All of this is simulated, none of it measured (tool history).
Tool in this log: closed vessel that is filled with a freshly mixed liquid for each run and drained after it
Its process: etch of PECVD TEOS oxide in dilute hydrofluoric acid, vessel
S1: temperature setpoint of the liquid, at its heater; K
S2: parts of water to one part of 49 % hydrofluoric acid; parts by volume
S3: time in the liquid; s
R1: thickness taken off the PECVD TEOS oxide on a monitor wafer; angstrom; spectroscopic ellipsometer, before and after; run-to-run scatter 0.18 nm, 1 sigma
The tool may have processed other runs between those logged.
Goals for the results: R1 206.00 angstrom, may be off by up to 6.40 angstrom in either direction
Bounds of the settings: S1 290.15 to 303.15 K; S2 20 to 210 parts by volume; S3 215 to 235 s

Run 1, day 0.000: S1 295.15 K, S2 115 parts by volume, S3 215 s. Result: R1 356.71 angstrom.
Run 2, day 0.229: S1 294.65 K, S2 120 parts by volume, S3 215 s. Result: R1 334.23 angstrom.
Run 3, day 0.604: S1 294.65 K, S2 85 parts by volume, S3 215 s. Result: R1 491.20 angstrom.
Run 4, day 0.921: S1 292.65 K, S2 85 parts by volume, S3 215 s. Result: R1 451.72 angstrom.
Run 5, day 1.212: S1 292.65 K, S2 85 parts by volume, S3 235 s. Result: R1 491.81 angstrom.
Run 6, day 1.488: S1 292.65 K, S2 115 parts by volume, S3 235 s. Result: R1 357.81 angstrom.
Run 7, day 1.654: S1 292.65 K, S2 120 parts by volume, S3 235 s. Result: R1 336.09 angstrom.
Run 8, day 1.908: S1 292.65 K, S2 125 parts by volume, S3 235 s. Result: R1 323.96 angstrom.
Run 9, day 2.288: S1 292.65 K, S2 130 parts by volume, S3 235 s. Result: R1 303.60 angstrom.
Run 10, day 2.458: S1 291.15 K, S2 145 parts by volume, S3 235 s. Result: R1 256.64 angstrom.
Run 11, day 2.604: S1 291.15 K, S2 145 parts by volume, S3 235 s. Result: R1 255.37 angstrom.
Run 12, day 2.767: S1 290.65 K, S2 155 parts by volume, S3 235 s. Result: R1 232.86 angstrom.
Run 13, day 2.958: S1 290.65 K, S2 160 parts by volume, S3 235 s. Result: R1 224.72 angstrom.
Run 14, day 3.117: S1 290.65 K, S2 165 parts by volume, S3 235 s. Result: R1 213.50 angstrom.

Exactly one of the 4 candidate moves below puts every result within its allowed miss. Which one?
Run A, day 3.275: S1 290.65 K, S2 170 parts by volume, S3 235 s. Result: R1 ?.
Run B, day 3.275: S1 290.65 K, S2 170 parts by volume, S3 215 s. Result: R1 ?.
Run C, day 3.275: S1 290.15 K, S2 175 parts by volume, S3 230 s. Result: R1 ?.
Run D, day 3.275: S1 291.15 K, S2 185 parts by volume, S3 230 s. Result: R1 ?.

move      R1
   A  207.42
   B  189.77
   C  192.35
   D  187.62
A: in spec on every target
B: carries the result that was furthest off beyond its target, to the other side
C: carries the result that was furthest off beyond its target, to the other side
D: carries the result that was furthest off beyond its target, to the other side
Move A is the one to make.

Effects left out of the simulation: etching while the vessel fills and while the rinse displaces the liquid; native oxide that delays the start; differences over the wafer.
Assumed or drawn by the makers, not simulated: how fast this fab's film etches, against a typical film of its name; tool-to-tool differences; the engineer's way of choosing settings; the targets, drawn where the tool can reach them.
